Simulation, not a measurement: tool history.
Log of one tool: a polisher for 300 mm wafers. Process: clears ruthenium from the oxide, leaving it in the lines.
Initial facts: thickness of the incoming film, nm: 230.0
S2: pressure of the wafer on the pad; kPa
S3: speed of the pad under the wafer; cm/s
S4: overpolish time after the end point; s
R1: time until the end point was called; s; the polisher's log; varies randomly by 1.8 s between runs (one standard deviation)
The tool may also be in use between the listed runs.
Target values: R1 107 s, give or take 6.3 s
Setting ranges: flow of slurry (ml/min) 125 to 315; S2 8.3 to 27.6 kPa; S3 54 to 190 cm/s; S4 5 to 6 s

run 1 hour=0 | flow_of_slurry_(ml/min)=205 S2=17.9 S3=122 S4=6 | R1=153.12
run 2 hour=7.8 | flow_of_slurry_(ml/min)=205 S2=17.9 S3=104 S4=6 | R1=169.37
run 3 hour=12.4 | flow_of_slurry_(ml/min)=205 S2=17.9 S3=104 S4=5 | R1=169.73
run 4 hour=16.8 | flow_of_slurry_(ml/min)=205 S2=20 S3=106 S4=5 | R1=145.15
run 5 hour=24.1 | flow_of_slurry_(ml/min)=205 S2=20.7 S3=106 S4=5 | R1=145.82
-- hour=26.5 worn pad replaced by a new one
run 6 hour=26.5 | flow_of_slurry_(ml/min)=205 S2=16.5 S3=106 S4=5 | R1=163.67
run 7 hour=27.4 | flow_of_slurry_(ml/min)=210 S2=18.6 S3=114 S4=5 | R1=139.17
run 8 hour=32.6 | flow_of_slurry_(ml/min)=225 S2=18.6 S3=114 S4=5 | R1=143.53
run 9 hour=35.5 | flow_of_slurry_(ml/min)=230 S2=20 S3=116 S4=5 | R1=130.04

5 candidate next runs follow, results not yet known. Just one meets every target within its allowed miss. Identify it.
run A hour=38.4 | flow_of_slurry_(ml/min)=245 S2=21.4 S3=114 S4=5 | R1=?
run B hour=38.4 | flow_of_slurry_(ml/min)=235 S2=19.3 S3=78 S4=6 | R1=?
run C hour=38.4 | flow_of_slurry_(ml/min)=230 S2=22.8 S3=126 S4=5 | R1=?
run D hour=38.4 | flow_of_slurry_(ml/min)=190 S2=17.9 S3=104 S4=6 | R1=?
run E hour=38.4 | flow_of_slurry_(ml/min)=245 S2=18.6 S3=110 S4=6 | R1=?

move=A R1=119.81
move=B R1=170.53
move=C R1=105.61
move=D R1=155.4
move=E R1=140.49
A: closer than the last run, but not yet in spec
B: moves away from the targets compared with the last run
C: each result inside its tolerance
D: moves away from the targets compared with the last run
E: moves away from the targets compared with the last run
Answer: C
